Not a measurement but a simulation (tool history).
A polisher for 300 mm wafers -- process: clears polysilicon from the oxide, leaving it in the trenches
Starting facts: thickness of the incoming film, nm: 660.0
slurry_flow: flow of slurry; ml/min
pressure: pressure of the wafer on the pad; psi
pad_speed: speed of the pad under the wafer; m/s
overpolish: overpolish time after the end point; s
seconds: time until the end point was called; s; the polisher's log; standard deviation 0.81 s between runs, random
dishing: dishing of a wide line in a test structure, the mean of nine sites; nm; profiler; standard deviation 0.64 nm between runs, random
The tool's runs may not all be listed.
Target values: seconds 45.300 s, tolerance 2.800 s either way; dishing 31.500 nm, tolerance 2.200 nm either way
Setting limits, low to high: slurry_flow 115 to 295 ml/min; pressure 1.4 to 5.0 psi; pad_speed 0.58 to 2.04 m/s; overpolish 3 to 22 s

{"run": 1, "hour": 0.0, "slurry_flow": 190, "pressure": 3.2, "pad_speed": 1.3, "overpolish": 11, "seconds": 27.835, "dishing": 55.839}
{"run": 2, "hour": 2.8, "slurry_flow": 190, "pressure": 3.0, "pad_speed": 1.28, "overpolish": 10, "seconds": 30.332, "dishing": 54.264}
{"run": 3, "hour": 9.0, "slurry_flow": 200, "pressure": 2.8, "pad_speed": 1.3, "overpolish": 9, "seconds": 30.498, "dishing": 53.871}
{"run": 4, "hour": 10.8, "slurry_flow": 175, "pressure": 2.8, "pad_speed": 1.3, "overpolish": 9, "seconds": 31.734, "dishing": 53.92}
{"run": 5, "hour": 18.5, "slurry_flow": 175, "pressure": 3.3, "pad_speed": 1.3, "overpolish": 9, "seconds": 26.462, "dishing": 54.613}
{"run": 6, "hour": 23.6, "slurry_flow": 175, "pressure": 3.3, "pad_speed": 0.98, "overpolish": 9, "seconds": 33.026, "dishing": 54.104}
{"run": 7, "hour": 24.1, "slurry_flow": 175, "pressure": 3.0, "pad_speed": 1.04, "overpolish": 8, "seconds": 34.106, "dishing": 54.708}
{"run": 8, "hour": 31.9, "slurry_flow": 125, "pressure": 3.6, "pad_speed": 0.68, "overpolish": 3, "seconds": 41.153, "dishing": 32.674}

5 next moves are on the table. One of them brings every result within its allowed miss. Which?
{"run": "A", "hour": 39.7, "slurry_flow": 115, "pressure": 2.9, "pad_speed": 1.14, "overpolish": 3, "seconds": "?", "dishing": "?"}
{"run": "B", "hour": 39.7, "slurry_flow": 125, "pressure": 3.3, "pad_speed": 0.58, "overpolish": 5, "seconds": "?", "dishing": "?"}
{"run": "C", "hour": 39.7, "slurry_flow": 115, "pressure": 3.6, "pad_speed": 0.78, "overpolish": 3, "seconds": "?", "dishing": "?"}
{"run": "D", "hour": 39.7, "slurry_flow": 115, "pressure": 4.4, "pad_speed": 0.6, "overpolish": 3, "seconds": "?", "dishing": "?"}
{"run": "E", "hour": 39.7, "slurry_flow": 145, "pressure": 3.6, "pad_speed": 0.58, "overpolish": 3, "seconds": "?", "dishing": "?"}

move=A seconds=36.467 dishing=35.740
move=B seconds=49.631 dishing=39.805
move=C seconds=38.650 dishing=34.559
move=D seconds=37.545 dishing=35.148
move=E seconds=44.097 dishing=31.890
A: lands further from the targets than the last run did
B: takes the result that was furthest off past its target
C: lands further from the targets than the last run did
D: lands further from the targets than the last run did
E: every result within its allowed miss
The move that meets every target is E.
